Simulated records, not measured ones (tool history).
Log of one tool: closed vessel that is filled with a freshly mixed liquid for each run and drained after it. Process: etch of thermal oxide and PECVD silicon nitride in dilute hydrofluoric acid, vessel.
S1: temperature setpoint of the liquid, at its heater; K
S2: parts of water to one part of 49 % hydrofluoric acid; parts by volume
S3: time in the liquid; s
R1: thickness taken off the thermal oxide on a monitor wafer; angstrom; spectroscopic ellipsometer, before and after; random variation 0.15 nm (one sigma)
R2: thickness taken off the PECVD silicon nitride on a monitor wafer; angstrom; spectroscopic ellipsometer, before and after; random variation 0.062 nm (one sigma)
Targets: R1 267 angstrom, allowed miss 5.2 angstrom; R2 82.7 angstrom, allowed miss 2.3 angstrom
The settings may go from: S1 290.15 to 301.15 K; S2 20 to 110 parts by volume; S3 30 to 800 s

run,day,S1,S2,S3,R1,R2
1,0,293.15,60,410,288.59,78.13
2,0.367,293.15,60,290,204.41,55.922
3,0.75,294.15,60,290,214.13,59.831
4,1.079,294.15,70,290,179.77,50.758
5,1.358,294.65,70,290,183.73,52.104
6,1.442,294.65,60,290,218.4,61.399
7,1.662,294.65,60,290,217.89,61.493
8,1.738,295.15,60,290,220.91,62.965
9,1.967,295.65,60,290,227,65.73
10,2.329,296.15,60,290,234.74,67.212

Which of these 5 next moves meets every target?
A,2.692,300.65,70,340,?,?
B,2.692,296.15,55,305,?,?
C,2.692,298.65,55,275,?,?
D,2.692,294.15,60,360,?,?
E,2.692,301.15,60,275,?,?

move,R1,R2
A,273.83,91.979
B,266.05,77.601
C,265.72,82.758
D,263.24,73.397
E,267.31,89.535
A: takes the result that was furthest off past its target
B: nearer than the last run, and not there yet
C: meets every target
D: nearer than the last run, and not there yet
E: takes the result that was furthest off past its target
Move C is the one to make.

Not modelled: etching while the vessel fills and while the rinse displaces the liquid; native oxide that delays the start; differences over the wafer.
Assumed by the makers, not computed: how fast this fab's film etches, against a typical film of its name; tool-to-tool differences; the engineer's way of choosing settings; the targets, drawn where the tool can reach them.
